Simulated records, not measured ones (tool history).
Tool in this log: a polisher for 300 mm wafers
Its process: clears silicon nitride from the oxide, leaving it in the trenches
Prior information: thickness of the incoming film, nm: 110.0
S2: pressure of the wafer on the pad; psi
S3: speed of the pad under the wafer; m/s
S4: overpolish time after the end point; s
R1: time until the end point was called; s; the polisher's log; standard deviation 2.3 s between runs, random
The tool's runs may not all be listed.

run 1 day=0 | flow_of_slurry_(ml/min)=200 S2=3.3 S3=0.76 S4=8 | R1=154.71
run 2 day=0.221 | flow_of_slurry_(ml/min)=200 S2=2.9 S3=0.76 S4=8 | R1=169.52
run 3 day=0.592 | flow_of_slurry_(ml/min)=200 S2=2.7 S3=0.76 S4=8 | R1=180.44
run 4 day=0.925 | flow_of_slurry_(ml/min)=200 S2=3.2 S3=0.76 S4=8 | R1=156.24
run 5 day=1.188 | flow_of_slurry_(ml/min)=200 S2=2.9 S3=0.76 S4=8 | R1=167.76
run 6 day=1.217 | flow_of_slurry_(ml/min)=165 S2=2.9 S3=0.76 S4=8 | R1=175.61
run 7 day=1.3 | flow_of_slurry_(ml/min)=165 S2=2.8 S3=0.76 S4=8 | R1=184.96
run 8 day=1.388 | flow_of_slurry_(ml/min)=160 S2=2.8 S3=0.76 S4=8 | R1=184.89

Run 9 has not been measured yet. What should we expect?
run 9 day=1.754 | flow_of_slurry_(ml/min)=155 S2=2.7 S3=0.76 S4=8 | R1=?

{"run 9": {"R1": 190.94}}
